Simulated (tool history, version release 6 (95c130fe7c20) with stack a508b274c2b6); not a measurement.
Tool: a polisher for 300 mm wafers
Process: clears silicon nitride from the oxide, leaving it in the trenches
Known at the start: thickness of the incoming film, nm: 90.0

run,hour,flow of slurry (ml/min),pressure of the wafer on the pad (kPa),speed of the pad under the wafer (cm/s),overpolish time after the end point (s),time until the end point was called (s)
1,0,135,14.5,98,36,107.06
2,4.1,135,14.5,98,36,104.06
3,10.5,135,14.5,98,39,106.82
4,17.3,135,13.8,98,39,111.05
5,23.9,135,13.1,98,39,119.4
6,28.3,150,13.1,98,39,113.74
7,37.1,145,12.4,98,39,121.09
8,45.7,140,11.7,98,39,127.92

The next listed run, before its measurement:
9,47.8,140,11.7,98,39,?

Run 9 gave time until the end point was called (s) 130.2.

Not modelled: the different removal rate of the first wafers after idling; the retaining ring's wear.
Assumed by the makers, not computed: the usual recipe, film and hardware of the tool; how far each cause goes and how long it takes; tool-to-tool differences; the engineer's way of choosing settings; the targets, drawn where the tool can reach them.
